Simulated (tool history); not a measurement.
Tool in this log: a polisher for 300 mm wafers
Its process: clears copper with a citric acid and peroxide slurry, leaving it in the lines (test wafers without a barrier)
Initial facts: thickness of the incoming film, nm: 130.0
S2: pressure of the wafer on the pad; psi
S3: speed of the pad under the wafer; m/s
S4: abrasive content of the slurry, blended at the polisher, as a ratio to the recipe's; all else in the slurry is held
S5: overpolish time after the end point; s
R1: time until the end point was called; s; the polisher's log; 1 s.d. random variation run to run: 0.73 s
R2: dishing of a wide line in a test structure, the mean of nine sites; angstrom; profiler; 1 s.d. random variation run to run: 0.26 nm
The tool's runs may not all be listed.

Run 1, day 0: flow of slurry (ml/min) 240, S2 2.3 psi, S3 0.92 m/s, S4 1, S5 9 s. Result: R1 83.008 s, R2 104.77 angstrom.
Run 2, day 0.158: flow of slurry (ml/min) 240, S2 2.3 psi, S3 0.92 m/s, S4 1, S5 6 s. Result: R1 82.031 s, R2 69.075 angstrom.
Run 3, day 0.438: flow of slurry (ml/min) 235, S2 2.4 psi, S3 0.92 m/s, S4 1, S5 7 s. Result: R1 79.347 s, R2 84.546 angstrom.
Run 4, day 0.621: flow of slurry (ml/min) 235, S2 2.1 psi, S3 0.92 m/s, S4 1, S5 7 s. Result: R1 90.93 s, R2 73.41 angstrom.
Run 5, day 0.921: flow of slurry (ml/min) 230, S2 2.2 psi, S3 0.92 m/s, S4 1, S5 8 s. Result: R1 86.702 s, R2 87.762 angstrom.
Run 6, day 1.012: flow of slurry (ml/min) 230, S2 2.2 psi, S3 0.92 m/s, S4 0.85, S5 8 s. Result: R1 89.097 s, R2 86.575 angstrom.

Run 7, settings as shown, results not yet in. Your forecast:
Run 7, day 1.371: flow of slurry (ml/min) 220, S2 2.3 psi, S3 0.92 m/s, S4 0.85, S5 9 s. Result: R1 ?, R2 ?.

R1: 86.436 s
R2: 99.36 angstrom

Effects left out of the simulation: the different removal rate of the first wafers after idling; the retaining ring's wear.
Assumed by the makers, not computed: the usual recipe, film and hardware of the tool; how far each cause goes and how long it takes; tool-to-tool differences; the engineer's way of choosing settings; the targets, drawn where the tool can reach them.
